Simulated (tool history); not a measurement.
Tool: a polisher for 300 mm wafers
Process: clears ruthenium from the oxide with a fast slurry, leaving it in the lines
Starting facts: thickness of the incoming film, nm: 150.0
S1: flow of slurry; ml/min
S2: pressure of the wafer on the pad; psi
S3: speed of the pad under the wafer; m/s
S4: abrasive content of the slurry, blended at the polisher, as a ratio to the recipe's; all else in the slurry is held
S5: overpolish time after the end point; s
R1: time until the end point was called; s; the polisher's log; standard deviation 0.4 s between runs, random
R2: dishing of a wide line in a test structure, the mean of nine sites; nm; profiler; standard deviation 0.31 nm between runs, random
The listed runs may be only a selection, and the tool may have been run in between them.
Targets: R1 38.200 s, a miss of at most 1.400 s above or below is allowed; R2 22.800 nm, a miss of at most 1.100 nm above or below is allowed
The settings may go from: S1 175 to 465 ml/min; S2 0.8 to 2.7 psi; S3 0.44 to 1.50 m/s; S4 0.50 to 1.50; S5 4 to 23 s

Run 1, day 0.000: S1 295 ml/min, S2 1.7 psi, S3 0.96 m/s, S4 1.00, S5 12 s. Result: R1 51.857 s, R2 22.835 nm.
Run 2, day 0.200: S1 295 ml/min, S2 1.7 psi, S3 0.96 m/s, S4 0.90, S5 12 s. Result: R1 56.447 s, R2 21.228 nm.
Run 3, day 0.329: S1 330 ml/min, S2 1.7 psi, S3 0.96 m/s, S4 0.90, S5 12 s. Result: R1 56.419 s, R2 21.557 nm.
Run 4, day 0.692: S1 330 ml/min, S2 1.7 psi, S3 0.96 m/s, S4 0.90, S5 14 s. Result: R1 56.029 s, R2 23.705 nm.
Run 5, day 0.988: S1 330 ml/min, S2 1.7 psi, S3 0.96 m/s, S4 0.80, S5 14 s. Result: R1 62.272 s, R2 22.341 nm.
Run 6, day 1.229: S1 330 ml/min, S2 1.9 psi, S3 0.96 m/s, S4 0.80, S5 14 s. Result: R1 57.349 s, R2 23.185 nm.
Run 7, day 1.604: S1 330 ml/min, S2 2.0 psi, S3 0.98 m/s, S4 0.80, S5 13 s. Result: R1 53.960 s, R2 22.967 nm.
Run 8, day 1.971: S1 330 ml/min, S2 2.1 psi, S3 1.00 m/s, S4 0.80, S5 12 s. Result: R1 51.674 s, R2 23.062 nm.
Run 9, day 2.146: S1 330 ml/min, S2 2.2 psi, S3 1.02 m/s, S4 0.80, S5 11 s. Result: R1 48.326 s, R2 21.807 nm.
Run 10, day 2.271: S1 330 ml/min, S2 2.3 psi, S3 1.04 m/s, S4 0.80, S5 11 s. Result: R1 46.234 s, R2 22.627 nm.

Exercise: of the 4 proposed moves below, exactly one satisfies all targets within the stated allowed misses. Which move is it?
Run A, day 2.396: S1 415 ml/min, S2 2.0 psi, S3 1.14 m/s, S4 0.85, S5 11 s. Result: R1 ?, R2 ?.
Run B, day 2.396: S1 375 ml/min, S2 2.2 psi, S3 1.10 m/s, S4 0.85, S5 10 s. Result: R1 ?, R2 ?.
Run C, day 2.396: S1 325 ml/min, S2 2.5 psi, S3 0.96 m/s, S4 1.05, S5 9 s. Result: R1 ?, R2 ?.
Run D, day 2.396: S1 330 ml/min, S2 2.3 psi, S3 0.86 m/s, S4 0.70, S5 13 s. Result: R1 ?, R2 ?.

move      R1      R2
   A  43.695  24.004
   B  42.530  22.864
   C  38.152  22.919
   D  63.879  20.554
A: closer than the last run, but not yet in spec
B: closer than the last run, but not yet in spec
C: every result within its allowed miss
D: further off than the last run
C meets every target.

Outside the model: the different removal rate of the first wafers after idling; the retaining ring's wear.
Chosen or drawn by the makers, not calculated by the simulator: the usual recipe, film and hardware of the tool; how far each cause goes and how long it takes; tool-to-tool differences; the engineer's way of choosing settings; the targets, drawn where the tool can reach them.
